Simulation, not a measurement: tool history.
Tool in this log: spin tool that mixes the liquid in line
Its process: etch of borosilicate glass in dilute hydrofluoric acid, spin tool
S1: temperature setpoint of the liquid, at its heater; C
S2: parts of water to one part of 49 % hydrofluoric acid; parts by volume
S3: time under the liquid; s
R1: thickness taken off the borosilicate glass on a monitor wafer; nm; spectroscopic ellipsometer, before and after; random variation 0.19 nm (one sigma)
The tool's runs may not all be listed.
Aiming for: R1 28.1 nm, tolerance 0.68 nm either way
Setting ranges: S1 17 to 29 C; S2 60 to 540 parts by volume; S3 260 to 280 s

Run 1, hour 0: S1 21 C, S2 300 parts by volume, S3 260 s. Result: R1 11.128 nm.
Run 2, hour 7.7: S1 23.5 C, S2 300 parts by volume, S3 260 s. Result: R1 12.297 nm.
Run 3, hour 9.7: S1 22 C, S2 300 parts by volume, S3 260 s. Result: R1 11.688 nm.
Run 4, hour 16.4: S1 23.5 C, S2 265 parts by volume, S3 260 s. Result: R1 14.4 nm.
Run 5, hour 18.7: S1 23.5 C, S2 215 parts by volume, S3 260 s. Result: R1 18.831 nm.
Run 6, hour 19.4: S1 20.5 C, S2 215 parts by volume, S3 260 s. Result: R1 16.653 nm.
Run 7, hour 25.8: S1 22.5 C, S2 205 parts by volume, S3 260 s. Result: R1 18.923 nm.
Run 8, hour 33.8: S1 24 C, S2 195 parts by volume, S3 260 s. Result: R1 21.321 nm.
Run 9, hour 41.6: S1 25 C, S2 190 parts by volume, S3 260 s. Result: R1 23.18 nm.
Run 10, hour 43.9: S1 26 C, S2 190 parts by volume, S3 260 s. Result: R1 23.687 nm.
Run 11, hour 46.9: S1 26.5 C, S2 190 parts by volume, S3 260 s. Result: R1 24.33 nm.
Run 12, hour 54.2: S1 27 C, S2 190 parts by volume, S3 260 s. Result: R1 24.58 nm.
Run 13, hour 59.7: S1 27 C, S2 190 parts by volume, S3 260 s. Result: R1 24.691 nm.
Run 14, hour 60.4: S1 27.5 C, S2 190 parts by volume, S3 260 s. Result: R1 25.383 nm.
Run 15, hour 66.1: S1 29 C, S2 175 parts by volume, S3 260 s. Result: R1 29.272 nm.

Consider the 4 candidate settings below. Which is the only one whose results all fall within their allowed miss of target?
Run A, hour 71.8: S1 28 C, S2 175 parts by volume, S3 280 s. Result: R1 ?.
Run B, hour 71.8: S1 27 C, S2 160 parts by volume, S3 270 s. Result: R1 ?.
Run C, hour 71.8: S1 27.5 C, S2 180 parts by volume, S3 270 s. Result: R1 ?.
Run D, hour 71.8: S1 28.5 C, S2 175 parts by volume, S3 270 s. Result: R1 ?.

move      R1
   A  30.501
   B  31.543
   C  27.921
   D   29.95
A: lands further from the targets than the last run did
B: lands further from the targets than the last run did
C: each result inside its tolerance
D: lands further from the targets than the last run did
The right move is C.
